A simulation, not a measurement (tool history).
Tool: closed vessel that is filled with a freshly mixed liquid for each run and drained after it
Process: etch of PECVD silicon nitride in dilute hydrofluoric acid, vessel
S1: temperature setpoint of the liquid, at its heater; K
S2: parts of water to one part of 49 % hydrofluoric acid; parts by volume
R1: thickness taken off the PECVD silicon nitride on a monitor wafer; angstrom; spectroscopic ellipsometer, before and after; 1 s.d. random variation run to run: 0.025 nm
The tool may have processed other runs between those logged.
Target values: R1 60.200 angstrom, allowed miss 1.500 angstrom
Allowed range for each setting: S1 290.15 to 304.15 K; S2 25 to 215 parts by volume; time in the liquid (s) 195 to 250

Run 1, day 0.000: S1 296.15 K, S2 120 parts by volume, time in the liquid (s) 250. Result: R1 70.465 angstrom.
Run 2, day 0.042: S1 296.15 K, S2 90 parts by volume, time in the liquid (s) 250. Result: R1 92.399 angstrom.
Run 3, day 0.138: S1 296.15 K, S2 70 parts by volume, time in the liquid (s) 250. Result: R1 118.570 angstrom.
Run 4, day 0.188: S1 295.15 K, S2 75 parts by volume, time in the liquid (s) 250. Result: R1 103.240 angstrom.
Run 5, day 0.450: S1 295.15 K, S2 75 parts by volume, time in the liquid (s) 195. Result: R1 80.896 angstrom.
Run 6, day 0.504: S1 294.65 K, S2 75 parts by volume, time in the liquid (s) 195. Result: R1 77.436 angstrom.
Run 7, day 0.671: S1 294.15 K, S2 75 parts by volume, time in the liquid (s) 195. Result: R1 75.399 angstrom.
Run 8, day 1.046: S1 293.65 K, S2 75 parts by volume, time in the liquid (s) 195. Result: R1 73.626 angstrom.
Run 9, day 1.392: S1 290.15 K, S2 75 parts by volume, time in the liquid (s) 195. Result: R1 56.668 angstrom.

Exercise: of the 4 proposed moves below, exactly one satisfies all targets within the stated allowed misses. Which move is it?
Run A, day 1.738: S1 290.15 K, S2 90 parts by volume, time in the liquid (s) 235. Result: R1 ?.
Run B, day 1.738: S1 291.65 K, S2 85 parts by volume, time in the liquid (s) 210. Result: R1 ?.
Run C, day 1.738: S1 290.15 K, S2 80 parts by volume, time in the liquid (s) 205. Result: R1 ?.
Run D, day 1.738: S1 290.65 K, S2 75 parts by volume, time in the liquid (s) 210. Result: R1 ?.

move      R1
   A  57.594
   B  60.395
   C  56.318
   D  63.613
A: closer than the last run, but not yet in spec
B: every result lands within tolerance
C: the biggest miss grows against the last run
D: takes the result that was furthest off past its target
So the answer is move B, the one that meets all the targets.

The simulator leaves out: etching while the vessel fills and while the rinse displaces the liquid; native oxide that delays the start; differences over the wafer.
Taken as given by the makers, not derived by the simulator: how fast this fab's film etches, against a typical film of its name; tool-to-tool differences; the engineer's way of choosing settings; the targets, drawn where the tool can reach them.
